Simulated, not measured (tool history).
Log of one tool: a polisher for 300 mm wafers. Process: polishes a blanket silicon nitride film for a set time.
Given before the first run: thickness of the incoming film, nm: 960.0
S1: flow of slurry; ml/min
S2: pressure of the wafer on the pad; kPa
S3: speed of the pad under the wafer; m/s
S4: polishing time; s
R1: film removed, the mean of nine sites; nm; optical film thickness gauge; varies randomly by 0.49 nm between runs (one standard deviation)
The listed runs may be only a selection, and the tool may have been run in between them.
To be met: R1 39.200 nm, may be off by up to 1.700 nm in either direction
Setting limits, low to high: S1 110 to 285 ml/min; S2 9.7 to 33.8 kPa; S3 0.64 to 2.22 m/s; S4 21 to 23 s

run	hour	S1	S2	S3	S4	R1
1	0.0	180	21.4	1.42	23	50.576
2	6.4	225	21.4	1.42	23	52.775
3	14.1	220	19.3	1.42	23	48.287
4	15.0	215	17.9	1.42	23	46.371
5	19.7	210	16.5	1.42	23	43.251
6	24.5	210	16.5	1.76	23	48.379
7	30.5	205	15.2	1.74	23	46.574
8	34.1	205	13.8	1.72	23	42.239

Which single option among these 4 for the next run brings every result within its allowed miss of target? Just one does.
A	37.7	215	13.1	1.78	21	?
B	37.7	225	13.8	1.92	23	?
C	37.7	205	13.8	1.58	21	?
D	37.7	165	14.5	1.44	21	?

move	R1
A	37.881
B	45.823
C	35.801
D	33.601
A: all results in spec
B: its largest miss is bigger than the last run's
C: the result that was furthest off in the last run now lies on the other side of its target
D: the result that was furthest off in the last run now lies on the other side of its target
The move that meets every target is A.
